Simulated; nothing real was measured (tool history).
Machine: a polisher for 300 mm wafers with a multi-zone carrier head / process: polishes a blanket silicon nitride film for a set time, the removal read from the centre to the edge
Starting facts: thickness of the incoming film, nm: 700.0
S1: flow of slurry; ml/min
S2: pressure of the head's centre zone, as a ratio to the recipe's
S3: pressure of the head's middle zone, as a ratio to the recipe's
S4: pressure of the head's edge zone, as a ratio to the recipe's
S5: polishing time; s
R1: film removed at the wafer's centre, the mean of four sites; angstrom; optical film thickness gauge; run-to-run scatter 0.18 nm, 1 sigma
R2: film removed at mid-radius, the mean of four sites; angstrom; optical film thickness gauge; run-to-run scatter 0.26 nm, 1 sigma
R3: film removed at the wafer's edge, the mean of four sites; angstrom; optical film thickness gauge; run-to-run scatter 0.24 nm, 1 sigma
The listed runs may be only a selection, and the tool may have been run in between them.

{"run": 1, "hour": 0.0, "S1": 270, "S2": 1, "S3": 1, "S4": 1, "S5": 30, "R1": 304.49, "R2": 317.73, "R3": 316.52}
{"run": 2, "hour": 4.8, "S1": 270, "S2": 1.02, "S3": 0.97, "S4": 0.96, "S5": 28, "R1": 289.93, "R2": 288.48, "R3": 294.82}
{"run": 3, "hour": 5.4, "S1": 270, "S2": 0.97, "S3": 0.97, "S4": 0.96, "S5": 28, "R1": 273.08, "R2": 283.01, "R3": 283.66}
{"run": 4, "hour": 6.2, "S1": 270, "S2": 0.97, "S3": 0.97, "S4": 0.96, "S5": 31, "R1": 305.02, "R2": 321.37, "R3": 319.92}
{"run": 5, "hour": 12.7, "S1": 285, "S2": 1.01, "S3": 0.95, "S4": 0.93, "S5": 29, "R1": 301.12, "R2": 290.81, "R3": 292.53}
{"run": 6, "hour": 19.2, "S1": 300, "S2": 1, "S3": 0.92, "S4": 0.9, "S5": 28, "R1": 287.04, "R2": 281.28, "R3": 281.49}
{"run": 7, "hour": 25.2, "S1": 295, "S2": 1.02, "S3": 0.9, "S4": 0.88, "S5": 27, "R1": 281.51, "R2": 269.53, "R3": 267.09}

Run 8 has not been measured yet. What should we expect?
{"run": 8, "hour": 26.8, "S1": 290, "S2": 1.04, "S3": 0.88, "S4": 0.88, "S5": 26, "R1": "?", "R2": "?", "R3": "?"}

Logged for run 8: R1 275.86 angstrom, R2 250.2 angstrom, R3 259.64 angstrom.
